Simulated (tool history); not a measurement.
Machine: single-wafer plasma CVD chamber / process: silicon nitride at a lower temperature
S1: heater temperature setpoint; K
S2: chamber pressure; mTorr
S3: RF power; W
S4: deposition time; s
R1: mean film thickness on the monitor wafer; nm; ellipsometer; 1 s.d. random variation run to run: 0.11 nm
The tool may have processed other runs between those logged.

{"run": 1, "hour": 0.0, "S1": 628.15, "S2": 1860, "S3": 405, "S4": 23.4, "R1": 32.356}
{"run": 2, "hour": 5.0, "S1": 628.15, "S2": 1860, "S3": 405, "S4": 22.3, "R1": 30.636}
{"run": 3, "hour": 12.3, "S1": 628.15, "S2": 1830, "S3": 400, "S4": 22.3, "R1": 30.392}
{"run": 4, "hour": 20.3, "S1": 628.15, "S2": 1800, "S3": 395, "S4": 22.3, "R1": 30.202}
{"run": 5, "hour": 22.2, "S1": 628.15, "S2": 1770, "S3": 390, "S4": 22.3, "R1": 29.819}
{"run": 6, "hour": 29.9, "S1": 628.15, "S2": 1770, "S3": 335, "S4": 22.3, "R1": 27.069}

Forecast run 7:
{"run": 7, "hour": 30.4, "S1": 628.15, "S2": 1790, "S3": 335, "S4": 22.3, "R1": "?"}

For run 7 the tool returned R1 27.382 nm.
